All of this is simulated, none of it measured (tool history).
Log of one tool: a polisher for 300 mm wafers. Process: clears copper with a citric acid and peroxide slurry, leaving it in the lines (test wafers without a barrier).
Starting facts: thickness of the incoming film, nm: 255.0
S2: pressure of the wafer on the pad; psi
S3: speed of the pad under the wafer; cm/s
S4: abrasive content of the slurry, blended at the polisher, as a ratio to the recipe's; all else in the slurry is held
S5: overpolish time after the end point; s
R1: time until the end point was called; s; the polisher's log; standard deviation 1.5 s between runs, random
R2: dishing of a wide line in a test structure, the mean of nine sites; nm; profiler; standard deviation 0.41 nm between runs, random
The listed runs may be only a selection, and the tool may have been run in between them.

run 1 hour=0 | flow_of_slurry_(ml/min)=130 S2=3.6 S3=130 S4=1 S5=10 | R1=76.383 R2=21.173
run 2 hour=8.6 | flow_of_slurry_(ml/min)=130 S2=3.6 S3=100 S4=1 S5=10 | R1=101.13 R2=17.096
run 3 hour=13.8 | flow_of_slurry_(ml/min)=125 S2=3.5 S3=100 S4=1 S5=11 | R1=104.82 R2=18.736
run 4 hour=18.8 | flow_of_slurry_(ml/min)=120 S2=3.4 S3=100 S4=1 S5=12 | R1=107.21 R2=18.654
run 5 hour=20.7 | flow_of_slurry_(ml/min)=140 S2=3.4 S3=100 S4=1 S5=12 | R1=103.33 R2=19.449
run 6 hour=28.7 | flow_of_slurry_(ml/min)=140 S2=3.4 S3=122 S4=1 S5=12 | R1=85.521 R2=23.078
run 7 hour=30.6 | flow_of_slurry_(ml/min)=135 S2=3.1 S3=122 S4=1 S5=13 | R1=93.653 R2=22.145
run 8 hour=34.8 | flow_of_slurry_(ml/min)=130 S2=2.9 S3=120 S4=1 S5=14 | R1=101.69 R2=22.414

Run 9 is up next; what results do you expect?
run 9 hour=36.3 | flow_of_slurry_(ml/min)=125 S2=2.8 S3=120 S4=1 S5=15 | R1=? R2=?

Logged for run 9: R1 108.82 s, R2 23.265 nm.

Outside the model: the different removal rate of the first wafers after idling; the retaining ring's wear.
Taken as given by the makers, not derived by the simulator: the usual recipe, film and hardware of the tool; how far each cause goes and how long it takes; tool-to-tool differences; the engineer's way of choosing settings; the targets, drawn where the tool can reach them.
